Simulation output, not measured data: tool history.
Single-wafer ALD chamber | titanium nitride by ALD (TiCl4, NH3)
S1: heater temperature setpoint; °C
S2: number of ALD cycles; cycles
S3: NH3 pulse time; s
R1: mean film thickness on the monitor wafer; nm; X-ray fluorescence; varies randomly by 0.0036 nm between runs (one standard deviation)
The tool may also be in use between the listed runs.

run,day,S1,S2,S3,R1
1,0.000,380,71,2.26,1.5976
2,0.221,380,73,2.26,1.6396
3,0.596,387,73,2.26,1.6485
4,0.879,387,71,2.26,1.6044
5,1.062,383,71,2.10,1.5922
6,1.342,380,71,1.96,1.5722
7,1.525,377,71,1.83,1.5573
8,1.804,375,71,1.72,1.5433
9,1.992,373,71,1.62,1.5204
10,2.050,371,71,1.53,1.4939

Run 11 has not been measured yet. What should we expect?
11,2.271,369,71,1.45,?

Run 11 yielded R1 1.4722 nm.
